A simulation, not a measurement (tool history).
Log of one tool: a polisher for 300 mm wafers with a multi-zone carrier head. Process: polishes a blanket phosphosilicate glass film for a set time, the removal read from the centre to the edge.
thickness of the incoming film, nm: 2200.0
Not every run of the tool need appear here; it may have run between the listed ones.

run,day,flow of slurry (ml/min),pressure of the head's centre zone,pressure of the head's middle zone,pressure of the head's edge zone,abrasive content of the slurry,polishing time (s),film removed at the wafer's centre (nm),film removed at mid-radius (nm),film removed at the wafer's edge (nm)
1,0,290,1,1,1,1,55,282.28,276.12,279.9
2,0.338,290,1,1,1.05,1,55,282.12,277.61,284.74
3,0.521,290,1,0.93,1.05,1,55,281.67,263.75,283.15
4,0.708,290,1,1,1.05,1,55,280.46,281.18,282.26
5,0.938,290,1,1,1.05,1,43,220.87,216.16,221.96
6,1.025,290,1.03,1,1.05,1,43,228.35,216.28,227.67
7,1.371,285,0.98,1,1.02,0.95,43,213.09,213.32,215.85
8,1.65,280,0.95,1,1,0.9,43,200.62,205.11,209.56
9,1.938,280,0.93,1.02,0.97,0.85,43,188.29,202.04,196.39
10,2.258,275,0.91,1.02,0.94,0.85,43,187.24,203.71,192.67
11,2.55,270,0.89,1.02,0.93,0.85,43,184.22,204.79,194.78
12,2.746,270,0.88,1.02,0.92,0.8,43,177.74,197.2,187.27
13,3.096,265,0.87,1.02,0.91,0.8,43,175.63,198.24,185.96
14,3.346,265,0.86,1.02,0.9,0.8,43,172.88,197.79,182.27
15,3.583,260,0.85,1.02,0.9,0.8,43,168.89,197.31,183.99
16,3.929,255,0.85,1.02,0.89,0.8,43,170.86,196.33,182.93
17,4.062,250,0.84,1.02,0.88,0.8,43,166.31,194.41,182.35
18,4.408,245,0.84,1.02,0.87,0.8,43,168.72,195.19,179.51
# day 4.675: worn pad replaced by a new one
19,4.675,240,0.83,1.02,0.87,0.8,43,195.74,224.19,209.59
20,5.046,320,0.83,1.03,0.93,0.7,43,185.3,219.52,203.67
21,5.342,330,0.83,1.02,0.9,0.5,40,141.43,164.99,153.38
22,5.588,350,0.83,1.02,0.91,0.5,40,142.94,165.7,157.01
23,5.771,350,0.83,1.02,0.91,0.5,40,142.93,166.17,158.04

Run 24 has not been measured yet. What should we expect?
24,5.958,365,0.84,1.03,0.92,0.5,40,?,?,?

film removed at the wafer's centre (nm): 142.96
film removed at mid-radius (nm): 167.52
film removed at the wafer's edge (nm): 157.9
